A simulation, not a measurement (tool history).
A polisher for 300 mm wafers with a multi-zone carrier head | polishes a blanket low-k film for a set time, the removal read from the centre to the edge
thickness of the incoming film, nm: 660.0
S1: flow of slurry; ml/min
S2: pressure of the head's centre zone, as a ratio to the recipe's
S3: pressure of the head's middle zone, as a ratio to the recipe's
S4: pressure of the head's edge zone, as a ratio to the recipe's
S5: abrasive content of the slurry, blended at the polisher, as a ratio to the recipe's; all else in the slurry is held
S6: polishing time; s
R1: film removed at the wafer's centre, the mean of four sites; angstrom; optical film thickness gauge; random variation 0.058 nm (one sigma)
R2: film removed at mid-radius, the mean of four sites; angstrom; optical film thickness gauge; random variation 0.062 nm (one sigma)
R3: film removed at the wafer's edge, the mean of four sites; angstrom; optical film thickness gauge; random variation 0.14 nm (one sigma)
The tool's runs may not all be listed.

| run | day | S1 | S2 | S3 | S4 | S5 | S6 | R1 | R2 | R3 |
|---|---|---|---|---|---|---|---|---|---|---|
| 1 | 0 | 220 | 1 | 1 | 1 | 1 | 47 | 101.54 | 101.19 | 100.85 |
| 2 | 0.192 | 220 | 1 | 0.93 | 1 | 1 | 47 | 99.776 | 96.089 | 101.78 |
| 3 | 0.262 | 210 | 1 | 0.93 | 0.99 | 1 | 47 | 100.12 | 93.936 | 103.67 |
| 4 | 0.508 | 210 | 0.99 | 0.93 | 0.98 | 1 | 47 | 98.576 | 92.656 | 100.1 |
| 5 | 0.771 | 205 | 0.98 | 0.94 | 0.97 | 1 | 47 | 96.189 | 93.412 | 101.15 |
|  | 1.133 | worn pad replaced by a new one |
| 6 | 1.133 | 205 | 0.98 | 0.87 | 0.97 | 1 | 47 | 109.13 | 100.37 | 110.43 |
| 7 | 1.496 | 200 | 0.98 | 0.89 | 0.96 | 1 | 47 | 109.7 | 101.91 | 111.85 |
| 8 | 1.533 | 200 | 0.99 | 0.91 | 0.97 | 1 | 47 | 110.88 | 103.36 | 111.7 |
| 9 | 1.667 | 210 | 0.99 | 0.91 | 0.97 | 1 | 47 | 110.26 | 105.23 | 111.04 |
| 10 | 1.975 | 205 | 0.99 | 0.93 | 0.97 | 1 | 47 | 110.08 | 105.21 | 111.89 |
| 11 | 2.304 | 220 | 0.98 | 0.92 | 0.97 | 1 | 47 | 111.02 | 103.82 | 113.21 |
| 12 | 2.6 | 210 | 0.98 | 0.92 | 0.97 | 1 | 47 | 110.58 | 104.44 | 112.56 |

Run 13 comes next. What will it give?
| 13 | 2.862 | 200 | 0.99 | 0.93 | 0.97 | 1 | 47 | ? | ? | ? |

Run 13 gave R1 110.21 angstrom, R2 105.69 angstrom, R3 112.98 angstrom.
